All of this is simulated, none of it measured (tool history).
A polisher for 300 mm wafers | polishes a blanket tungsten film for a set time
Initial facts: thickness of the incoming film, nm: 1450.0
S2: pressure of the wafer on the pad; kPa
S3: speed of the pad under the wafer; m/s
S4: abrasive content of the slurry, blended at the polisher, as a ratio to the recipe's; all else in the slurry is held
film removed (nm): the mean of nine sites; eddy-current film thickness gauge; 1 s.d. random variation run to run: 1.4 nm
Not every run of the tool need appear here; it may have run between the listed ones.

Run 1, hour 0.0: flow of slurry (ml/min) 265, S2 20.7 kPa, S3 1.34 m/s, S4 1.0, polishing time (s) 50. Result: film removed (nm) 247.81.
Run 2, hour 7.3: flow of slurry (ml/min) 265, S2 20.7 kPa, S3 1.58 m/s, S4 1.0, polishing time (s) 50. Result: film removed (nm) 289.33.
Run 3, hour 14.4: flow of slurry (ml/min) 265, S2 17.9 kPa, S3 1.56 m/s, S4 1.0, polishing time (s) 50. Result: film removed (nm) 258.94.
Run 4, hour 17.3: flow of slurry (ml/min) 265, S2 17.9 kPa, S3 1.56 m/s, S4 1.2, polishing time (s) 50. Result: film removed (nm) 267.69.
Run 5, hour 23.9: flow of slurry (ml/min) 235, S2 17.9 kPa, S3 1.56 m/s, S4 1.2, polishing time (s) 50. Result: film removed (nm) 262.62.
Run 6, hour 25.1: flow of slurry (ml/min) 230, S2 15.9 kPa, S3 1.52 m/s, S4 1.2, polishing time (s) 50. Result: film removed (nm) 232.56.
Run 7, hour 33.9: flow of slurry (ml/min) 225, S2 14.5 kPa, S3 1.48 m/s, S4 1.2, polishing time (s) 50. Result: film removed (nm) 213.91.

Run 8 comes next. What will it give?
Run 8, hour 42.2: flow of slurry (ml/min) 225, S2 13.1 kPa, S3 1.46 m/s, S4 1.2, polishing time (s) 50. Result: film removed (nm) ?.

Run 8 gave film removed (nm) 198.00.
